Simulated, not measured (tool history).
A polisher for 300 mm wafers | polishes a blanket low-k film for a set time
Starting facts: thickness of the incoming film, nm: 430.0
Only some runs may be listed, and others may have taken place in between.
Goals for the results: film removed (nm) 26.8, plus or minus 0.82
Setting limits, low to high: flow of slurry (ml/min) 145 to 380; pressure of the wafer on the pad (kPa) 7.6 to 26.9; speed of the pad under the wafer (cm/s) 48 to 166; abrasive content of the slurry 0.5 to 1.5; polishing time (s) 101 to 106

run	hour	flow of slurry (ml/min)	pressure of the wafer on the pad (kPa)	speed of the pad under the wafer (cm/s)	abrasive content of the slurry	polishing time (s)	film removed (nm)
1	0	245	17.2	106	1	101	62.396
2	6.6	245	21.4	106	1	101	74.908
3	13	245	19.3	98	1	101	63.223
4	16	245	17.2	92	1	101	54.373
5	23	245	15.9	88	1	101	49.378
6	29	300	15.9	88	1	101	50.327
7	37.2	300	14.5	84	1	101	44.215
8	40.5	300	13.1	82	1	101	39.739
9	46.2	300	12.4	80	1	101	37.637
10	48.5	300	12.4	80	1	101	37.34
11	53	300	11.7	80	1	101	35.735
12	60	300	11	80	1	101	33.982
13	61.1	300	10.3	80	1	101	32.535
14	68.8	290	7.6	76	1	101	23.25
15	69.7	290	7.6	76	1	101	23.588
16	78.1	300	7.6	76	1	101	23.584
17	80.1	310	7.6	76	1	101	23.3
18	87.9	310	8.3	76	1	101	25.682
19	89	315	8.3	76	1	101	25.123

Exercise: of the 5 proposed moves below, exactly one satisfies all targets within the stated allowed misses. Which move is it?
A	90.1	345	7.6	94	0.9	102	?
B	90.1	340	9	64	1.05	101	?
C	90.1	380	11	70	0.85	105	?
D	90.1	310	11.7	48	1.1	101	?
E	90.1	315	7.6	64	1.3	106	?

move	film removed (nm)
A	26.768
B	24.577
C	29.043
D	25.061
E	24.804
A: hits every target within its allowed miss
B: lands further from the targets than the last run did
C: carries the result that was furthest off beyond its target, to the other side
D: as far off as the last run
E: lands further from the targets than the last run did
Correct choice: A, which meets every target
